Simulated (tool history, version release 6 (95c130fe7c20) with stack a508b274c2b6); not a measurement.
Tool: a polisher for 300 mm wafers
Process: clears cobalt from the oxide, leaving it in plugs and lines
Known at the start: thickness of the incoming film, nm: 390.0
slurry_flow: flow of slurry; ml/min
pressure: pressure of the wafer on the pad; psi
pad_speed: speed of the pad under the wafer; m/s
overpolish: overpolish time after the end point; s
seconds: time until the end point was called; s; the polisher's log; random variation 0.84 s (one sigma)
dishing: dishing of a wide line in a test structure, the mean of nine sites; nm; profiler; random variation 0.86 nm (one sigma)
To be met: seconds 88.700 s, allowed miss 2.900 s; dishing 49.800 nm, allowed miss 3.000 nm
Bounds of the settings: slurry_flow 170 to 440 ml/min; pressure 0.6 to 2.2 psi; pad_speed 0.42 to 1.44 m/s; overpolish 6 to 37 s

run  hour  slurry_flow  pressure  pad_speed  overpolish  seconds  dishing
  1   0.0          280       1.4       0.92          19  112.620   38.363
  2   8.5          280       1.5       0.92          20  102.510   39.910
  3  14.4          280       1.5       0.92          21  104.180   40.723
  4  21.8          280       1.5       0.92          22  101.700   43.387
  5  29.3          280       1.5       0.82          22  113.790   41.781
  6  30.4          280       1.2       0.82          22  141.330   36.175
  7  31.3          280       1.3       0.82          22  130.790   38.235
  8  34.7          280       1.4       0.82          22  121.220   39.422
  9  36.5          280       1.5       0.82          23  113.970   41.356
 10  44.9          280       1.6       0.82          24  107.140   43.665
 11  51.6          280       1.7       0.82          24  100.890   43.378
 12  52.7          280       1.7       0.82          24  100.270   42.743
 13  58.8          280       1.7       0.82          25  102.930   44.720

4 next moves are on the table. One of them brings every result within its allowed miss. Which?
  A  64.9          315       1.5       0.86          20        ?        ?
  B  64.9          300       1.8       0.68          21        ?        ?
  C  64.9          245       1.8       0.92          29        ?        ?
  D  64.9          380       2.0       0.82          37        ?        ?

move  seconds  dishing
   A  107.800   39.589
   B  110.570   40.037
   C   87.465   48.513
   D   83.501   51.156
A: further off than the last run
B: further off than the last run
C: meets every target
D: takes the result that was furthest off past its target
The right move is C.

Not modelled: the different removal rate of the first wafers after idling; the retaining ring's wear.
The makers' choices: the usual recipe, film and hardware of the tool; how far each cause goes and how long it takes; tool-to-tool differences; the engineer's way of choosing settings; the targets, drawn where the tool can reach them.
